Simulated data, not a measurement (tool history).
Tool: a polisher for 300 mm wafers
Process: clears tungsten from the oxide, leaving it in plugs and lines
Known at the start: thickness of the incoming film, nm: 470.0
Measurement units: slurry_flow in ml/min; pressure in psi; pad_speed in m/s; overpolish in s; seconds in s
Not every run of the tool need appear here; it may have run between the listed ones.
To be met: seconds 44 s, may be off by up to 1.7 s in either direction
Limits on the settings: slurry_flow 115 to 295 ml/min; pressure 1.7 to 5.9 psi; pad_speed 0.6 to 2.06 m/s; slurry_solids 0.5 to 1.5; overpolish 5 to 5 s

Run 1, day 0: slurry_flow 190 ml/min, pressure 3.8 psi, pad_speed 1.32 m/s, slurry_solids 1, overpolish 5 s. Result: seconds 60.35 s.
Run 2, day 0.117: slurry_flow 190 ml/min, pressure 3.8 psi, pad_speed 1.32 m/s, slurry_solids 1.1, overpolish 5 s. Result: seconds 59.699 s.
Run 3, day 0.154: slurry_flow 190 ml/min, pressure 3.8 psi, pad_speed 1.32 m/s, slurry_solids 0.95, overpolish 5 s. Result: seconds 60.782 s.
Run 4, day 0.354: slurry_flow 150 ml/min, pressure 3.8 psi, pad_speed 1.32 m/s, slurry_solids 0.95, overpolish 5 s. Result: seconds 63.888 s.
Run 5, day 0.5: slurry_flow 155 ml/min, pressure 4 psi, pad_speed 1.32 m/s, slurry_solids 0.95, overpolish 5 s. Result: seconds 59.667 s.
Run 6, day 0.558: slurry_flow 155 ml/min, pressure 4 psi, pad_speed 1.06 m/s, slurry_solids 0.95, overpolish 5 s. Result: seconds 75.381 s.
Run 7, day 0.871: slurry_flow 160 ml/min, pressure 4.3 psi, pad_speed 1.06 m/s, slurry_solids 0.95, overpolish 5 s. Result: seconds 67.815 s.
Run 8, day 1.033: slurry_flow 165 ml/min, pressure 4.5 psi, pad_speed 1.06 m/s, slurry_solids 0.95, overpolish 5 s. Result: seconds 64.67 s.
Run 9, day 1.138: slurry_flow 170 ml/min, pressure 4.7 psi, pad_speed 1.06 m/s, slurry_solids 0.95, overpolish 5 s. Result: seconds 60.927 s.
Run 10, day 1.183: slurry_flow 175 ml/min, pressure 4.9 psi, pad_speed 1.06 m/s, slurry_solids 0.95, overpolish 5 s. Result: seconds 59.246 s.
Run 11, day 1.533: slurry_flow 175 ml/min, pressure 5.1 psi, pad_speed 1.08 m/s, slurry_solids 0.95, overpolish 5 s. Result: seconds 55.527 s.
Run 12, day 1.562: slurry_flow 185 ml/min, pressure 5.9 psi, pad_speed 1.12 m/s, slurry_solids 0.95, overpolish 5 s. Result: seconds 46.657 s.
Run 13, day 1.788: slurry_flow 185 ml/min, pressure 5.9 psi, pad_speed 1.14 m/s, slurry_solids 0.95, overpolish 5 s. Result: seconds 46.21 s.

4 next moves are on the table. One of them brings every result within its allowed miss. Which?
Run A, day 2.012: slurry_flow 170 ml/min, pressure 5.6 psi, pad_speed 1.3 m/s, slurry_solids 0.55, overpolish 5 s. Result: seconds ?.
Run B, day 2.012: slurry_flow 175 ml/min, pressure 5.8 psi, pad_speed 1.1 m/s, slurry_solids 0.75, overpolish 5 s. Result: seconds ?.
Run C, day 2.012: slurry_flow 210 ml/min, pressure 5.8 psi, pad_speed 1.22 m/s, slurry_solids 0.9, overpolish 5 s. Result: seconds ?.
Run D, day 2.012: slurry_flow 210 ml/min, pressure 5.9 psi, pad_speed 1.26 m/s, slurry_solids 1.25, overpolish 5 s. Result: seconds ?.

move  seconds
   A   48.848
   B   51.269
   C   43.617
   D   38.464
A: further off than the last run
B: further off than the last run
C: hits every target within its allowed miss
D: carries the result that was furthest off beyond its target, to the other side
C meets every target.

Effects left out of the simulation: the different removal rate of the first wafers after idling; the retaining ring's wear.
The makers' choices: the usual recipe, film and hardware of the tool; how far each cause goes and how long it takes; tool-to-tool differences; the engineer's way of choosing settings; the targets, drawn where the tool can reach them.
